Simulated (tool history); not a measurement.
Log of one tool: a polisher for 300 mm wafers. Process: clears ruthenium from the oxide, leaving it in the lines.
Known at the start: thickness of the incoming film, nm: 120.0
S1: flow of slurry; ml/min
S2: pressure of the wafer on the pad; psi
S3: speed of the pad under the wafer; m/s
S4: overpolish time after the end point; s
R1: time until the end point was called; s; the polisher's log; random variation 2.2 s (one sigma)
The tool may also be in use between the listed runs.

run	hour	S1	S2	S3	S4	R1
1	0	310	1.7	1.26	18	111.36
2	2.4	270	1.7	1.26	18	113.71
3	10.6	270	2.1	1.26	18	92.21
4	15.8	270	2.5	1.26	18	76.869
5	21.4	270	2.5	1.4	18	69.601
6	25.6	270	2.1	1.34	18	87.569
7	27.5	270	1.8	1.3	18	105.51
8	28.3	265	1.5	1.28	18	125.63
# hour 32.7: head pressure recalibrated
9	32.7	260	1.3	1.28	18	157.57
10	35.4	245	1.3	1.28	18	160.13
11	38.9	235	1.3	1.28	18	159.75
12	41	225	1.3	1.28	18	159.24

The next listed run, before its measurement:
13	47.1	220	1.3	1.28	18	?

R1: 161.04 s
